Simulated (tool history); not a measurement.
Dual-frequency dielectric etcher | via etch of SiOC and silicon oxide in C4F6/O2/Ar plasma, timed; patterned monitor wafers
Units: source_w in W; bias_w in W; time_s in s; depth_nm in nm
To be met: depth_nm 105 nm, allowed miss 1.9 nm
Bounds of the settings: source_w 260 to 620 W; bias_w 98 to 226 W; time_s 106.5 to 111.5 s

| run | hour | source_w | bias_w | time_s | depth_nm |
|---|---|---|---|---|---|
| 1 | 0 | 440 | 162 | 106.5 | 115.91 |
| 2 | 6.6 | 440 | 162 | 106.5 | 115.5 |
| 3 | 9.2 | 420 | 161 | 106.5 | 113.97 |
| 4 | 15.1 | 420 | 161 | 106.5 | 113.75 |
| 5 | 16.2 | 420 | 161 | 106.5 | 114.16 |
| 6 | 20.1 | 420 | 189 | 106.5 | 118.09 |
| 7 | 27.3 | 390 | 186 | 106.5 | 115.29 |
| 8 | 28.9 | 390 | 186 | 106.5 | 114.26 |
| 9 | 31.6 | 370 | 184 | 106.5 | 113.32 |
| 10 | 39.4 | 350 | 182 | 106.5 | 110.53 |
| 11 | 40.2 | 340 | 181 | 106.5 | 110.48 |
| 12 | 41.4 | 330 | 179 | 106.5 | 110.37 |
| 13 | 43.9 | 320 | 176 | 106.5 | 108.09 |
| 14 | 47.5 | 320 | 176 | 106.5 | 107.75 |

Which of these 5 next moves meets every target?
| A | 51.1 | 340 | 178 | 108.5 | ? |
| B | 51.1 | 330 | 146 | 106.5 | ? |
| C | 51.1 | 320 | 173 | 110 | ? |
| D | 51.1 | 340 | 185 | 107 | ? |
| E | 51.1 | 350 | 195 | 106.5 | ? |

| move | depth_nm |
|---|---|
| A | 111.73 |
| B | 104.11 |
| C | 110.84 |
| D | 111.19 |
| E | 112.9 |
A: further off than the last run
B: meets every target
C: further off than the last run
D: further off than the last run
E: further off than the last run
The right move is B.
